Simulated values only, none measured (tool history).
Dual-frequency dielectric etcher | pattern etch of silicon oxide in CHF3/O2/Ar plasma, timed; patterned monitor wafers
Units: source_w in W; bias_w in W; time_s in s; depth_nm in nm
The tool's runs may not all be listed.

run	hour	source_w	bias_w	time_s	depth_nm
1	0.0	840	146	458	954.21
2	6.5	790	139	455	895.61
3	11.5	790	150	455	920.66
4	17.0	750	147	454	887.19
5	21.6	750	147	423	826.77
6	24.4	750	134	423	803.44
7	33.4	730	134	423	790.90
8	41.1	720	134	423	784.97
9	45.2	710	134	423	777.41
10	48.1	700	134	423	766.29
11	49.0	690	134	423	766.62
12	56.3	620	131	423	708.77
# hour 58.7: source power generator calibrated
13	58.7	630	131	423	712.96

The next listed run, before its measurement:
14	62.8	640	131	423	?

depth_nm: 714.39 nm
